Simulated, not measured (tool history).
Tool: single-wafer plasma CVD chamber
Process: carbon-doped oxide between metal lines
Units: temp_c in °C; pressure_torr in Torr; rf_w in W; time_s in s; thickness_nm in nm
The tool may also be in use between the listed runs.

run	day	temp_c	pressure_torr	rf_w	time_s	thickness_nm
1	0.000	325	6.13	425	10.40	56.039
2	0.025	319	6.13	425	10.40	56.962
3	0.075	321	6.00	410	10.40	54.561
4	0.204	321	6.00	410	10.72	55.875
# day 0.504: thermocouple changed; heater temperature recalibrated
5	0.504	322	5.76	400	10.70	55.521
6	0.717	322	5.76	360	10.70	50.146
7	1.079	323	5.73	355	10.70	49.644
8	1.375	324	5.70	350	10.70	48.647

Run 9 comes next. What will it give?
9	1.688	325	5.67	350	10.70	?

Run 9 gave thickness_nm 48.859 nm.
